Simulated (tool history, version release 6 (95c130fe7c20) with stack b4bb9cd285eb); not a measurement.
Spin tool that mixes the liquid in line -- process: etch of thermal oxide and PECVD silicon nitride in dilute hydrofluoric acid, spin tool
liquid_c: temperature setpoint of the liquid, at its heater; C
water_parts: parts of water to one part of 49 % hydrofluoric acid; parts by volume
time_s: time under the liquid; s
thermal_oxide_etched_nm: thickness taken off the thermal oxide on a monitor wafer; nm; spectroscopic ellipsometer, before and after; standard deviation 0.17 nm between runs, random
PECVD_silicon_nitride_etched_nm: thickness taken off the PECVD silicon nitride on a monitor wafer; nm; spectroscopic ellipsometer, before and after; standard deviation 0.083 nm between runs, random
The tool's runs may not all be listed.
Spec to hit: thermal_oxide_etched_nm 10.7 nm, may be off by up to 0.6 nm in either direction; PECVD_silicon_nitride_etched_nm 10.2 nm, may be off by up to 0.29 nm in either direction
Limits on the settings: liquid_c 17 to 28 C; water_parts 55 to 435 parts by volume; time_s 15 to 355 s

run,hour,liquid_c,water_parts,time_s,thermal_oxide_etched_nm,PECVD_silicon_nitride_etched_nm
1,0,20,245,180,2.3378,2.8831
2,9,20,205,180,2.8469,3.4781
3,12.3,20,155,180,4.0012,4.5202
4,18.2,20,105,180,6.2148,6.6163
5,26.4,20,150,180,4.26,4.6638
6,29.9,20,195,180,3.1457,3.6248
7,32.6,21.5,100,235,9.1634,10.075
8,37.7,21,90,230,9.9492,10.386
9,45.9,20.5,85,230,9.985,10.823
10,52.4,20,80,225,10.975,10.76
11,59.8,19.5,85,225,9.8095,9.7743

Which one of the following 5 next-run settings gets every result inside its allowed miss? There is exactly one.
A,67.2,24,115,235,?,?
B,67.2,22,85,200,?,?
C,67.2,22,135,300,?,?
D,67.2,22,110,235,?,?
E,67.2,18.5,65,190,?,?

move,thermal_oxide_etched_nm,PECVD_silicon_nitride_etched_nm
A,8.6404,10.431
B,9.5209,10.466
C,8.4877,9.9697
D,8.3941,9.5488
E,10.464,10.161
A: its largest miss is bigger than the last run's
B: its largest miss is bigger than the last run's
C: its largest miss is bigger than the last run's
D: its largest miss is bigger than the last run's
E: all results in spec
E meets every target.

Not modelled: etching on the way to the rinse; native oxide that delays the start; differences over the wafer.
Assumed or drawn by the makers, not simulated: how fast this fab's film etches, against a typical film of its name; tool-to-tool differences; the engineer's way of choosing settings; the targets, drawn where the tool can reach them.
